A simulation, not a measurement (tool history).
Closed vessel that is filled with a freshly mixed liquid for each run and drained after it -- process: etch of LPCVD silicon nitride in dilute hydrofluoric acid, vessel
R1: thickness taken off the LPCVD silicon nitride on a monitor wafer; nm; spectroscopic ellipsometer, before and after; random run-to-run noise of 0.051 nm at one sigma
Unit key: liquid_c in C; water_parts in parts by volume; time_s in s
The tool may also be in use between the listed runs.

run 1 hour=0 | liquid_c=26 water_parts=205 time_s=3125 | R1=10.771
run 2 hour=5.3 | liquid_c=23.5 water_parts=205 time_s=3125 | R1=9.1968
run 3 hour=9.1 | liquid_c=26 water_parts=205 time_s=3125 | R1=10.654
run 4 hour=18.1 | liquid_c=28 water_parts=205 time_s=3125 | R1=12.002
run 5 hour=25.1 | liquid_c=26 water_parts=210 time_s=3125 | R1=10.298
run 6 hour=26.6 | liquid_c=24.5 water_parts=210 time_s=3125 | R1=9.4452
run 7 hour=29.2 | liquid_c=23 water_parts=210 time_s=3125 | R1=8.5554

What does the tool deliver on the next run?
run 8 hour=32.7 | liquid_c=22 water_parts=210 time_s=3125 | R1=?

Run 8 came out at R1 8.0023 nm.

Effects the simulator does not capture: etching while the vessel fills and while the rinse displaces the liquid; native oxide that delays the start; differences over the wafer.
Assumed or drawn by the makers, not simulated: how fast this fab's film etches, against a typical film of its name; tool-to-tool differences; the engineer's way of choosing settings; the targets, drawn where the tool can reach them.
